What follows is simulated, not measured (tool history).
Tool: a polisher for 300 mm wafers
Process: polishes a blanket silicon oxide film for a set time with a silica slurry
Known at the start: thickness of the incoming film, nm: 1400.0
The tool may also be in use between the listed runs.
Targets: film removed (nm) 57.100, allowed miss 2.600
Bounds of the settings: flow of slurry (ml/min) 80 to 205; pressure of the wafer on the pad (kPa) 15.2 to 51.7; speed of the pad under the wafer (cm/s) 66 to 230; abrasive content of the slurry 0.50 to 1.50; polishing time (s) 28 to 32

run,hour,flow of slurry (ml/min),pressure of the wafer on the pad (kPa),speed of the pad under the wafer (cm/s),abrasive content of the slurry,polishing time (s),film removed (nm)
1,0.0,135,33.1,146,1.00,32,101.340
2,2.5,125,33.1,146,1.00,32,99.813
3,3.8,125,31.0,146,1.00,32,93.706
4,9.2,125,29.6,146,1.00,32,94.705
5,10.6,125,28.3,142,1.00,32,87.728
# hour 11.5: slurry blender recalibrated
6,11.5,125,28.3,142,0.90,32,98.250
7,14.2,125,26.9,136,0.90,32,95.223
8,20.0,125,25.5,130,0.90,32,91.310

Which of these 5 next moves meets every target?
A,25.8,105,22.1,122,0.75,32,?
B,25.8,120,30.3,76,0.90,29,?
C,25.8,105,21.4,124,0.75,32,?
D,25.8,110,24.1,92,1.15,28,?
E,25.8,115,20.7,88,0.95,29,?

move,film removed (nm)
A,64.731
B,58.261
C,64.383
D,64.309
E,53.126
A: nearer than the last run, and not there yet
B: meets every target
C: nearer than the last run, and not there yet
D: nearer than the last run, and not there yet
E: takes the result that was furthest off past its target
Move B is the one to make.

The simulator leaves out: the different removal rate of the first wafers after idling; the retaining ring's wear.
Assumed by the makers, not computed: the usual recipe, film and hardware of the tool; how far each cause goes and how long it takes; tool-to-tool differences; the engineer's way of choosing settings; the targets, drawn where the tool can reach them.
